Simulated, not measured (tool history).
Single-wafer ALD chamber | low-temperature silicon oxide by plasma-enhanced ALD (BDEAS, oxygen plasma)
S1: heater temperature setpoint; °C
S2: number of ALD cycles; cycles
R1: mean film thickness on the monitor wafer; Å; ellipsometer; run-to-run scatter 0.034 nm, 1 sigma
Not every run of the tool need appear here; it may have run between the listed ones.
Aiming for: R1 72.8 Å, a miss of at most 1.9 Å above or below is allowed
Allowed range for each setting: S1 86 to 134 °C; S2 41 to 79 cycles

Run 1, hour 0: S1 110 °C, S2 60 cycles. Result: R1 83.969 Å.
Run 2, hour 0.7: S1 110 °C, S2 58 cycles. Result: R1 80.923 Å.
Run 3, hour 9.5: S1 110 °C, S2 63 cycles. Result: R1 88.165 Å.
Run 4, hour 15.3: S1 100 °C, S2 63 cycles. Result: R1 89.364 Å.
Run 5, hour 23.4: S1 108 °C, S2 63 cycles. Result: R1 88.359 Å.
Run 6, hour 27.4: S1 108 °C, S2 61 cycles. Result: R1 84.99 Å.
Run 7, hour 34: S1 108 °C, S2 59 cycles. Result: R1 82.621 Å.
Run 8, hour 42: S1 108 °C, S2 57 cycles. Result: R1 80.037 Å.
Run 9, hour 43.3: S1 108 °C, S2 56 cycles. Result: R1 78.396 Å.
Run 10, hour 49.5: S1 108 °C, S2 55 cycles. Result: R1 76.961 Å.
Run 11, hour 53.9: S1 108 °C, S2 54 cycles. Result: R1 75.673 Å.

Of the 5 settings listed for the next run, only one would bring every result within its allowed miss of target. Which one?
Run A, hour 58.3: S1 112 °C, S2 56 cycles. Result: R1 ?.
Run B, hour 58.3: S1 86 °C, S2 55 cycles. Result: R1 ?.
Run C, hour 58.3: S1 105 °C, S2 54 cycles. Result: R1 ?.
Run D, hour 58.3: S1 112 °C, S2 57 cycles. Result: R1 ?.
Run E, hour 58.3: S1 104 °C, S2 51 cycles. Result: R1 ?.

move      R1
   A  77.719
   B  81.966
   C  75.989
   D  79.107
   E  71.908
A: moves away from the targets compared with the last run
B: moves away from the targets compared with the last run
C: moves away from the targets compared with the last run
D: moves away from the targets compared with the last run
E: every result within its allowed miss
E meets every target.
